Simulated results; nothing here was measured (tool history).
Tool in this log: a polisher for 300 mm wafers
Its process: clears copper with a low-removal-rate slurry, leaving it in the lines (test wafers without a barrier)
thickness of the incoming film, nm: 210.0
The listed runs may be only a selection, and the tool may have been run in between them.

run	hour	flow of slurry (ml/min)	pressure of the wafer on the pad (psi)	speed of the pad under the wafer (cm/s)	abrasive content of the slurry	overpolish time after the end point (s)	time until the end point was called (s)	dishing of a wide line in a test structure (nm)
1	0	280	2.2	126	1	13	79.655	20.814
2	3.1	280	2.2	126	1.15	13	76.777	21.373
3	6	270	1.9	128	1.25	10	86.521	15.448
4	9.4	270	1.9	128	1.1	10	89.208	15.277
5	15.8	270	1.9	144	1.1	10	82.201	15.872
6	16.6	270	1.9	132	1.1	10	86.694	15.251
7	18.2	235	1.6	154	0.9	8	97.894	11.075
8	25	170	1.4	190	0.65	4	112.81	5.0218

For run 9, what comes out?
9	27.5	190	1.4	192	0.65	4	?	?

{"run 9": {"time until the end point was called (s)": 109.31, "dishing of a wide line in a test structure (nm)": 5.4075}}
